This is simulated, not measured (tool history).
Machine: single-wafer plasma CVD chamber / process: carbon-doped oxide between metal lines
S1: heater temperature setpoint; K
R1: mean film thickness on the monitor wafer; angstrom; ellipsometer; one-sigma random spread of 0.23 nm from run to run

Run 1, hour 0: S1 638.15 K, chamber pressure (Torr) 6.35, RF power (W) 390, deposition time (s) 23.2. Result: R1 972.68 angstrom.
Run 2, hour 2.6: S1 638.15 K, chamber pressure (Torr) 6.35, RF power (W) 390, deposition time (s) 23.9. Result: R1 1002.2 angstrom.
Run 3, hour 10.7: S1 639.15 K, chamber pressure (Torr) 6.23, RF power (W) 385, deposition time (s) 23.9. Result: R1 984.81 angstrom.
Run 4, hour 19.7: S1 639.15 K, chamber pressure (Torr) 6.82, RF power (W) 385, deposition time (s) 23.9. Result: R1 996.14 angstrom.
Run 5, hour 23.5: S1 639.15 K, chamber pressure (Torr) 6.82, RF power (W) 345, deposition time (s) 23.9. Result: R1 930.34 angstrom.
Run 6, hour 32.2: S1 639.15 K, chamber pressure (Torr) 6.82, RF power (W) 320, deposition time (s) 23.9. Result: R1 885.57 angstrom.
Run 7, hour 33.6: S1 639.15 K, chamber pressure (Torr) 6.79, RF power (W) 320, deposition time (s) 23.9. Result: R1 881.76 angstrom.
Run 8, hour 42: S1 639.15 K, chamber pressure (Torr) 6.76, RF power (W) 320, deposition time (s) 23.9. Result: R1 880.62 angstrom.
Run 9, hour 42.9: S1 639.15 K, chamber pressure (Torr) 6.73, RF power (W) 320, deposition time (s) 23.9. Result: R1 879.63 angstrom.

What will run 10 give?
Run 10, hour 47.7: S1 639.15 K, chamber pressure (Torr) 6.71, RF power (W) 320, deposition time (s) 23.9. Result: R1 ?.

Run 10 yielded R1 888.45 angstrom.
